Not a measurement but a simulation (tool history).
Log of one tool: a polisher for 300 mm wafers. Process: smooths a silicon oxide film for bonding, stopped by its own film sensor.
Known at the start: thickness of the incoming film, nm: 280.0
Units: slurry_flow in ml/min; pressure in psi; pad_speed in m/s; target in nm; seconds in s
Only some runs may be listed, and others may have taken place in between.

{"run": 1, "day": 0.0, "slurry_flow": 220, "pressure": 2.3, "pad_speed": 1.04, "slurry_solids": 1.0, "target": 225, "seconds": 63.144}
{"run": 2, "day": 0.229, "slurry_flow": 250, "pressure": 2.3, "pad_speed": 1.04, "slurry_solids": 1.0, "target": 225, "seconds": 64.12}
{"run": 3, "day": 0.342, "slurry_flow": 250, "pressure": 2.4, "pad_speed": 1.04, "slurry_solids": 1.0, "target": 225, "seconds": 58.729}
{"run": 4, "day": 0.396, "slurry_flow": 250, "pressure": 2.4, "pad_speed": 1.04, "slurry_solids": 1.0, "target": 222, "seconds": 63.661}
{"run": 5, "day": 0.65, "slurry_flow": 250, "pressure": 2.5, "pad_speed": 1.04, "slurry_solids": 1.0, "target": 222, "seconds": 59.035}
{"run": 6, "day": 0.717, "slurry_flow": 250, "pressure": 2.6, "pad_speed": 1.04, "slurry_solids": 1.0, "target": 222, "seconds": 58.825}
{"run": 7, "day": 0.838, "slurry_flow": 250, "pressure": 2.7, "pad_speed": 1.04, "slurry_solids": 1.0, "target": 222, "seconds": 57.488}
{"run": 8, "day": 1.162, "slurry_flow": 250, "pressure": 2.8, "pad_speed": 1.04, "slurry_solids": 1.0, "target": 222, "seconds": 55.985}
{"run": 9, "day": 1.517, "slurry_flow": 250, "pressure": 2.9, "pad_speed": 1.04, "slurry_solids": 1.0, "target": 222, "seconds": 53.26}

For run 10, what comes out?
{"run": 10, "day": 1.712, "slurry_flow": 250, "pressure": 3.0, "pad_speed": 1.04, "slurry_solids": 1.0, "target": 222, "seconds": "?"}

For run 10 the tool returned seconds 51.920 s.
